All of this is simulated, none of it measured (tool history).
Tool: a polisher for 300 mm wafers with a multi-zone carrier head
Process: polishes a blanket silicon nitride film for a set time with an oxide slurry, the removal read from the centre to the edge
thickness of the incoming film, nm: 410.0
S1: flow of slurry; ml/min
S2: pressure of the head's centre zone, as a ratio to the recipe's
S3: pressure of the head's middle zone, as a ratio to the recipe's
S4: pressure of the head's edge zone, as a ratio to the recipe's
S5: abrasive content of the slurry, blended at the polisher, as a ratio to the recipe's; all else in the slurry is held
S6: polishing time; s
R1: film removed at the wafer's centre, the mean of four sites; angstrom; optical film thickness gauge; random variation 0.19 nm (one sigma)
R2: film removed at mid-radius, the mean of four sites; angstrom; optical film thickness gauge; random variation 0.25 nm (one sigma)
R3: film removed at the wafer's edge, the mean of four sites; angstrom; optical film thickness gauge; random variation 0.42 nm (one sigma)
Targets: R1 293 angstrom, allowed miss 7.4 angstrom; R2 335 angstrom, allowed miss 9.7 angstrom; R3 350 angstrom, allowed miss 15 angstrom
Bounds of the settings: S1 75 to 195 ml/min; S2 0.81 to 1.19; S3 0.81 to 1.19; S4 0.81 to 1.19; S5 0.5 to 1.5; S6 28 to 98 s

{"run": 1, "hour": 0.0, "S1": 125, "S2": 1, "S3": 1, "S4": 1, "S5": 1, "S6": 63, "R1": 472.89, "R2": 479.25, "R3": 490.56}
{"run": 2, "hour": 8.8, "S1": 120, "S2": 0.98, "S3": 0.99, "S4": 0.98, "S5": 0.95, "S6": 63, "R1": 443.76, "R2": 451.32, "R3": 459.6}
{"run": 3, "hour": 14.8, "S1": 120, "S2": 1.05, "S3": 0.99, "S4": 0.98, "S5": 0.95, "S6": 63, "R1": 479.86, "R2": 453.98, "R3": 462.81}
{"run": 4, "hour": 22.9, "S1": 120, "S2": 1.05, "S3": 1.05, "S4": 0.98, "S5": 0.95, "S6": 63, "R1": 479.63, "R2": 476.29, "R3": 467.31}
{"run": 5, "hour": 30.5, "S1": 115, "S2": 1.02, "S3": 1.03, "S4": 0.97, "S5": 0.9, "S6": 63, "R1": 448.24, "R2": 450.51, "R3": 432.87}
{"run": 6, "hour": 39.3, "S1": 115, "S2": 1.02, "S3": 1.03, "S4": 1.01, "S5": 0.9, "S6": 63, "R1": 444.42, "R2": 452.03, "R3": 448.34}
{"run": 7, "hour": 47.2, "S1": 110, "S2": 0.99, "S3": 1.01, "S4": 1.01, "S5": 0.85, "S6": 63, "R1": 416.26, "R2": 423.51, "R3": 438.6}
{"run": 8, "hour": 53.6, "S1": 105, "S2": 0.97, "S3": 1.01, "S4": 1, "S5": 0.8, "S6": 63, "R1": 389.7, "R2": 408.16, "R3": 419.84}
{"run": 9, "hour": 62.4, "S1": 100, "S2": 0.95, "S3": 1, "S4": 0.99, "S5": 0.8, "S6": 63, "R1": 376.3, "R2": 399.84, "R3": 414.32}

Which of these 5 next moves meets every target?
{"run": "A", "hour": 71.2, "S1": 100, "S2": 0.98, "S3": 0.94, "S4": 1.02, "S5": 0.7, "S6": 53, "R1": "?", "R2": "?", "R3": "?"}
{"run": "B", "hour": 71.2, "S1": 75, "S2": 1.02, "S3": 0.82, "S4": 1.08, "S5": 0.75, "S6": 77, "R1": "?", "R2": "?", "R3": "?"}
{"run": "C", "hour": 71.2, "S1": 85, "S2": 0.9, "S3": 1.01, "S4": 1.08, "S5": 0.7, "S6": 63, "R1": "?", "R2": "?", "R3": "?"}
{"run": "D", "hour": 71.2, "S1": 90, "S2": 1.08, "S3": 1.02, "S4": 0.91, "S5": 0.9, "S6": 78, "R1": "?", "R2": "?", "R3": "?"}
{"run": "E", "hour": 71.2, "S1": 75, "S2": 0.9, "S3": 1, "S4": 0.95, "S5": 0.75, "S6": 61, "R1": "?", "R2": "?", "R3": "?"}

move=A R1=304.91 R2=301.92 R3=328.19
move=B R1=419.08 R2=363.19 R3=472.64
move=C R1=311.11 R2=359.98 R3=385.21
move=D R1=536.68 R2=518.74 R3=506.35
move=E R1=293.02 R2=339.55 R3=352.47
A: nearer than the last run, and not there yet
B: further off than the last run
C: nearer than the last run, and not there yet
D: further off than the last run
E: meets every target
The right move is E.
